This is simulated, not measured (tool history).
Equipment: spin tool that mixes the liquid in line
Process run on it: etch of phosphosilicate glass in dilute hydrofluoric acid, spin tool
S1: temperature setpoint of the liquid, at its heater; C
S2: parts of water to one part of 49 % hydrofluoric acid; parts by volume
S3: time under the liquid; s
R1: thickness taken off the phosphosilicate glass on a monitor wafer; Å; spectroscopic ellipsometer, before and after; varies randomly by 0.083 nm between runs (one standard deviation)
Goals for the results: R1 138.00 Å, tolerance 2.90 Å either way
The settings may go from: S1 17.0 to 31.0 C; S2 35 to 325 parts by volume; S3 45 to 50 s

Run 1, hour 0.0: S1 23.0 C, S2 180 parts by volume, S3 45 s. Result: R1 221.65 Å.
Run 2, hour 3.9: S1 22.0 C, S2 185 parts by volume, S3 45 s. Result: R1 205.50 Å.
Run 3, hour 8.8: S1 22.0 C, S2 185 parts by volume, S3 50 s. Result: R1 227.57 Å.
Run 4, hour 17.3: S1 22.0 C, S2 155 parts by volume, S3 50 s. Result: R1 278.08 Å.
Run 5, hour 26.1: S1 21.5 C, S2 165 parts by volume, S3 50 s. Result: R1 255.02 Å.
Run 6, hour 29.3: S1 21.0 C, S2 175 parts by volume, S3 50 s. Result: R1 232.74 Å.
Run 7, hour 32.0: S1 20.5 C, S2 180 parts by volume, S3 50 s. Result: R1 222.56 Å.
Run 8, hour 40.8: S1 20.0 C, S2 185 parts by volume, S3 50 s. Result: R1 208.33 Å.
Run 9, hour 45.2: S1 19.5 C, S2 190 parts by volume, S3 50 s. Result: R1 198.27 Å.
Run 10, hour 54.1: S1 19.0 C, S2 195 parts by volume, S3 50 s. Result: R1 190.01 Å.
At hour 61.5: hydrofluoric acid flow meter replaced.
Run 11, hour 61.5: S1 18.5 C, S2 200 parts by volume, S3 50 s. Result: R1 169.31 Å.
Run 12, hour 69.9: S1 17.5 C, S2 210 parts by volume, S3 50 s. Result: R1 152.49 Å.

Below are 4 possible settings for the next run. Only one of them brings all results inside the allowed miss of their targets. Which is it?
Run A, hour 78.3: S1 19.0 C, S2 200 parts by volume, S3 50 s. Result: R1 ?.
Run B, hour 78.3: S1 18.0 C, S2 190 parts by volume, S3 50 s. Result: R1 ?.
Run C, hour 78.3: S1 17.5 C, S2 220 parts by volume, S3 50 s. Result: R1 ?.
Run D, hour 78.3: S1 17.0 C, S2 205 parts by volume, S3 45 s. Result: R1 ?.

move      R1
   A  172.35
   B  176.09
   C  145.02
   D  139.21
A: lands further from the targets than the last run did
B: lands further from the targets than the last run did
C: gains on the last run, yet a result remains outside its allowed miss
D: every result lands within tolerance
So the answer is move D, the one that meets all the targets.
